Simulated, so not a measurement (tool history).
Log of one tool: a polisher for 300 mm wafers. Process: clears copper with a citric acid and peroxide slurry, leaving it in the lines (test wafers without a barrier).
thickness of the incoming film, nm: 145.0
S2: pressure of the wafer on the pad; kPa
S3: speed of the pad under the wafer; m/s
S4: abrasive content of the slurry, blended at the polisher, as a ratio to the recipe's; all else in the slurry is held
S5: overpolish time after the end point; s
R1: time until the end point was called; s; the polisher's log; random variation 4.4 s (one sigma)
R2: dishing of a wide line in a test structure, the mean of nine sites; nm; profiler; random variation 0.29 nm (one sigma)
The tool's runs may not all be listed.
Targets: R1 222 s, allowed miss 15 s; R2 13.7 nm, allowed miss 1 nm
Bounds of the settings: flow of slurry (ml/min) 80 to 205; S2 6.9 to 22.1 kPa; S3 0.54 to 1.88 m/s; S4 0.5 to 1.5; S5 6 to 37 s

Run 1, day 0: flow of slurry (ml/min) 135, S2 14.5 kPa, S3 1.2 m/s, S4 1, S5 19 s. Result: R1 84.038 s, R2 20.495 nm.
Run 2, day 0.321: flow of slurry (ml/min) 135, S2 14.5 kPa, S3 1.34 m/s, S4 1, S5 19 s. Result: R1 75.494 s, R2 21.477 nm.
Run 3, day 0.533: flow of slurry (ml/min) 135, S2 14.5 kPa, S3 1.56 m/s, S4 1, S5 19 s. Result: R1 67.746 s, R2 23.905 nm.
Run 4, day 0.683: flow of slurry (ml/min) 125, S2 11.7 kPa, S3 1.22 m/s, S4 0.95, S5 22 s. Result: R1 98.292 s, R2 20.068 nm.
Run 5, day 1: flow of slurry (ml/min) 125, S2 14.5 kPa, S3 1.22 m/s, S4 0.95, S5 22 s. Result: R1 81.679 s, R2 21.695 nm.
Run 6, day 1.267: flow of slurry (ml/min) 115, S2 11.7 kPa, S3 1 m/s, S4 0.8, S5 25 s. Result: R1 131.37 s, R2 17.94 nm.
Run 7, day 1.5: flow of slurry (ml/min) 115, S2 11.7 kPa, S3 1 m/s, S4 0.8, S5 25 s. Result: R1 129.01 s, R2 17.626 nm.
Run 8, day 1.704: flow of slurry (ml/min) 115, S2 10.3 kPa, S3 0.9 m/s, S4 0.8, S5 26 s. Result: R1 158.04 s, R2 16.456 nm.
Run 9, day 1.812: flow of slurry (ml/min) 115, S2 9 kPa, S3 0.86 m/s, S4 0.8, S5 26 s. Result: R1 185.84 s, R2 13.723 nm.
Run 10, day 2.017: flow of slurry (ml/min) 115, S2 8.3 kPa, S3 0.86 m/s, S4 0.8, S5 27 s. Result: R1 196.82 s, R2 13.632 nm.
Run 11, day 2.371: flow of slurry (ml/min) 115, S2 8.3 kPa, S3 0.86 m/s, S4 0.8, S5 27 s. Result: R1 197.33 s, R2 14.364 nm.

4 next moves are on the table. One of them brings every result within its allowed miss. Which?
Run A, day 2.725: flow of slurry (ml/min) 105, S2 10.3 kPa, S3 0.86 m/s, S4 0.85, S5 27 s. Result: R1 ?, R2 ?.
Run B, day 2.725: flow of slurry (ml/min) 80, S2 9 kPa, S3 0.84 m/s, S4 0.75, S5 34 s. Result: R1 ?, R2 ?.
Run C, day 2.725: flow of slurry (ml/min) 125, S2 6.9 kPa, S3 1.08 m/s, S4 0.8, S5 28 s. Result: R1 ?, R2 ?.
Run D, day 2.725: flow of slurry (ml/min) 110, S2 7.6 kPa, S3 0.84 m/s, S4 0.75, S5 29 s. Result: R1 ?, R2 ?.

move      R1      R2
   A  166.84  15.335
   B  214.12  15.059
   C  178.94  14.734
   D  220.03   12.97
A: further off than the last run
B: brings the result that was furthest off to its target, and leaves another outside
C: further off than the last run
D: meets every target
Move D is the one to make.
